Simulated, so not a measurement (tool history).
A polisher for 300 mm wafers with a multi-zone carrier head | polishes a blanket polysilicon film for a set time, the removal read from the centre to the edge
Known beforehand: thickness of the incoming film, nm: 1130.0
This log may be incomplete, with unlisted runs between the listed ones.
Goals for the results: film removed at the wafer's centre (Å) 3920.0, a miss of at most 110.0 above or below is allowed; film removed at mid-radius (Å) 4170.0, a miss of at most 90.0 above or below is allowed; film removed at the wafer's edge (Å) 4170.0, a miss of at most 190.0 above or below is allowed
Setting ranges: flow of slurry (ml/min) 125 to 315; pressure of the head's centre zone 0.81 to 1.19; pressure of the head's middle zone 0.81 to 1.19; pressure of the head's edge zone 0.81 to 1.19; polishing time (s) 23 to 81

| run | day | flow of slurry (ml/min) | pressure of the head's centre zone | pressure of the head's middle zone | pressure of the head's edge zone | polishing time (s) | film removed at the wafer's centre (Å) | film removed at mid-radius (Å) | film removed at the wafer's edge (Å) |
|---|---|---|---|---|---|---|---|---|---|
| 1 | 0.000 | 205 | 1.00 | 1.00 | 1.00 | 52 | 3280.8 | 3138.5 | 3340.6 |
| 2 | 0.071 | 235 | 1.00 | 1.00 | 1.00 | 52 | 3394.9 | 3190.7 | 3315.4 |
| 3 | 0.321 | 225 | 1.01 | 1.04 | 1.04 | 54 | 3477.2 | 3396.6 | 3392.5 |
| 4 | 0.375 | 210 | 1.00 | 1.05 | 1.04 | 57 | 3600.8 | 3564.9 | 3582.2 |
| 5 | 0.546 | 210 | 0.98 | 1.06 | 1.05 | 59 | 3746.0 | 3770.1 | 3778.4 |
| 6 | 0.917 | 220 | 0.96 | 1.06 | 1.06 | 60 | 3744.7 | 3839.6 | 3817.0 |
| 7 | 1.067 | 220 | 0.95 | 1.06 | 1.07 | 61 | 3734.1 | 3873.9 | 3872.5 |
| 8 | 1.329 | 215 | 0.95 | 1.06 | 1.08 | 62 | 3787.6 | 3927.9 | 3899.7 |

4 next moves are on the table. One of them brings every result within its allowed miss. Which?
| A | 1.592 | 165 | 0.81 | 0.91 | 1.10 | 69 | ? | ? | ? |
| B | 1.592 | 210 | 0.94 | 1.14 | 1.09 | 65 | ? | ? | ? |
| C | 1.592 | 195 | 0.95 | 1.15 | 1.02 | 62 | ? | ? | ? |
| D | 1.592 | 160 | 0.95 | 1.08 | 1.06 | 68 | ? | ? | ? |

| move | film removed at the wafer's centre (Å) | film removed at mid-radius (Å) | film removed at the wafer's edge (Å) |
|---|---|---|---|
| A | 3610.7 | 3699.8 | 4396.0 |
| B | 3970.2 | 4395.5 | 4241.4 |
| C | 3767.2 | 4175.8 | 3908.0 |
| D | 3963.6 | 4184.2 | 4240.3 |
A: misses by more than the last run did
B: the result that was furthest off in the last run now lies on the other side of its target
C: meets the target for the result that was furthest off, but another lies outside its allowed miss
D: hits every target within its allowed miss
Move D is the one to make.
